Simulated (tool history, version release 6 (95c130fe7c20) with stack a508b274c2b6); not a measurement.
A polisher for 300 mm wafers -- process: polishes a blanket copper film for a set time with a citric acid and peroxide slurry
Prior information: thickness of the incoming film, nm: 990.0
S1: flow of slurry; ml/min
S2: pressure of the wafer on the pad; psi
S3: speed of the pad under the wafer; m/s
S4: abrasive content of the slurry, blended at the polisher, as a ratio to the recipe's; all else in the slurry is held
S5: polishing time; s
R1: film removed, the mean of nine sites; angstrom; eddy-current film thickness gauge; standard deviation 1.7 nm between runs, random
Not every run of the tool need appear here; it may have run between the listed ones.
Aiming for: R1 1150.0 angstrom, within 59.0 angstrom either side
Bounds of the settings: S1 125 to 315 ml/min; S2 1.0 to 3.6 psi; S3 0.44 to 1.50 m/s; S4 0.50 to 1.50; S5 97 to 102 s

Run 1, day 0.000: S1 205 ml/min, S2 2.3 psi, S3 0.96 m/s, S4 1.00, S5 97 s. Result: R1 1958.4 angstrom.
Run 2, day 0.221: S1 205 ml/min, S2 2.1 psi, S3 0.96 m/s, S4 1.00, S5 97 s. Result: R1 1824.4 angstrom.
Run 3, day 0.575: S1 205 ml/min, S2 1.9 psi, S3 0.96 m/s, S4 1.00, S5 97 s. Result: R1 1594.1 angstrom.
Run 4, day 0.621: S1 205 ml/min, S2 1.8 psi, S3 0.96 m/s, S4 1.00, S5 97 s. Result: R1 1521.3 angstrom.
Run 5, day 0.738: S1 205 ml/min, S2 1.7 psi, S3 0.96 m/s, S4 1.00, S5 97 s. Result: R1 1434.3 angstrom.
Run 6, day 1.083: S1 205 ml/min, S2 1.6 psi, S3 0.96 m/s, S4 1.00, S5 97 s. Result: R1 1384.8 angstrom.
Run 7, day 1.425: S1 205 ml/min, S2 1.6 psi, S3 0.96 m/s, S4 1.00, S5 97 s. Result: R1 1376.4 angstrom.
Run 8, day 1.504: S1 205 ml/min, S2 1.5 psi, S3 0.96 m/s, S4 1.00, S5 97 s. Result: R1 1314.9 angstrom.
Run 9, day 1.788: S1 205 ml/min, S2 1.4 psi, S3 0.96 m/s, S4 1.00, S5 97 s. Result: R1 1190.9 angstrom.

Exercise: of the 4 proposed moves below, exactly one satisfies all targets within the stated allowed misses. Which move is it?
Run A, day 2.071: S1 165 ml/min, S2 1.5 psi, S3 1.00 m/s, S4 0.90, S5 98 s. Result: R1 ?.
Run B, day 2.071: S1 195 ml/min, S2 1.5 psi, S3 0.96 m/s, S4 1.00, S5 97 s. Result: R1 ?.
Run C, day 2.071: S1 195 ml/min, S2 1.7 psi, S3 0.86 m/s, S4 0.95, S5 97 s. Result: R1 ?.
Run D, day 2.071: S1 195 ml/min, S2 1.4 psi, S3 0.86 m/s, S4 0.90, S5 102 s. Result: R1 ?.

move      R1
   A  1288.6
   B  1276.2
   C  1279.7
   D  1114.4
A: lands further from the targets than the last run did
B: lands further from the targets than the last run did
C: lands further from the targets than the last run did
D: every result lands within tolerance
The right move is D.
